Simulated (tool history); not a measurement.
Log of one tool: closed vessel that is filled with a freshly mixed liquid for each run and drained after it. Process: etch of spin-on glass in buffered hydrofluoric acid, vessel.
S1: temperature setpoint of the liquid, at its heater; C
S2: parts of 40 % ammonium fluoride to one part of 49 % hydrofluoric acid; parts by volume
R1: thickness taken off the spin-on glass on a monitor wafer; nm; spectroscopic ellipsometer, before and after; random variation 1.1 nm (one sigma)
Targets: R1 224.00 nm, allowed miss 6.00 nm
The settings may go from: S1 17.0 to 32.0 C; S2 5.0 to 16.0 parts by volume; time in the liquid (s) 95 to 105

run 1 day=0.000 | S1=25.0 S2=9.5 time_in_the_liquid_(s)=95 | R1=252.08
run 2 day=0.192 | S1=27.0 S2=9.5 time_in_the_liquid_(s)=95 | R1=279.72
run 3 day=0.229 | S1=27.0 S2=9.5 time_in_the_liquid_(s)=95 | R1=279.54
run 4 day=0.504 | S1=27.0 S2=7.5 time_in_the_liquid_(s)=95 | R1=353.85
run 5 day=0.688 | S1=27.0 S2=7.5 time_in_the_liquid_(s)=105 | R1=389.35
-- day=0.758 thermometer replaced
run 6 day=0.758 | S1=27.0 S2=7.5 time_in_the_liquid_(s)=95 | R1=372.91
run 7 day=1.050 | S1=24.5 S2=7.5 time_in_the_liquid_(s)=95 | R1=327.60
run 8 day=1.192 | S1=22.5 S2=8.0 time_in_the_liquid_(s)=95 | R1=277.04

4 next moves are on the table. One of them brings every result within its allowed miss. Which?
run A day=1.333 | S1=20.0 S2=8.0 time_in_the_liquid_(s)=95 | R1=?
run B day=1.333 | S1=17.5 S2=8.0 time_in_the_liquid_(s)=95 | R1=?
run C day=1.333 | S1=24.5 S2=7.5 time_in_the_liquid_(s)=105 | R1=?
run D day=1.333 | S1=24.0 S2=11.5 time_in_the_liquid_(s)=100 | R1=?

move=A R1=240.46
move=B R1=208.83
move=C R1=365.20
move=D R1=226.90
A: nearer than the last run, and not there yet
B: takes the result that was furthest off past its target
C: further off than the last run
D: meets every target
Answer: D
